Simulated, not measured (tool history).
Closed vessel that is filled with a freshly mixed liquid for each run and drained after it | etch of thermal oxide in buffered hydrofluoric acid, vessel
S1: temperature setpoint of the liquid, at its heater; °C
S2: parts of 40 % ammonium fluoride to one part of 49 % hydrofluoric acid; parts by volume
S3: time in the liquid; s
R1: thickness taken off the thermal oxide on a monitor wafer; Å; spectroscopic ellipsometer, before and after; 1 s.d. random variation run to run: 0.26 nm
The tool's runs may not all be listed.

run 1 hour=0 | S1=22 S2=17 S3=105 | R1=583.37
run 2 hour=5.7 | S1=24 S2=17 S3=105 | R1=648.04
run 3 hour=12.3 | S1=24 S2=21 S3=105 | R1=540.05
run 4 hour=16 | S1=23 S2=21 S3=105 | R1=511.26
run 5 hour=20.1 | S1=26 S2=21 S3=105 | R1=597.33
run 6 hour=23.4 | S1=26 S2=21 S3=115 | R1=653.58
run 7 hour=31 | S1=24 S2=21 S3=115 | R1=590.41
run 8 hour=38.7 | S1=22.5 S2=21 S3=115 | R1=540.58
run 9 hour=39.4 | S1=21.5 S2=21 S3=115 | R1=511.77

Run 10 comes next. What will it give?
run 10 hour=44.7 | S1=21 S2=21 S3=115 | R1=?

{"run 10": {"R1": 504.73}}
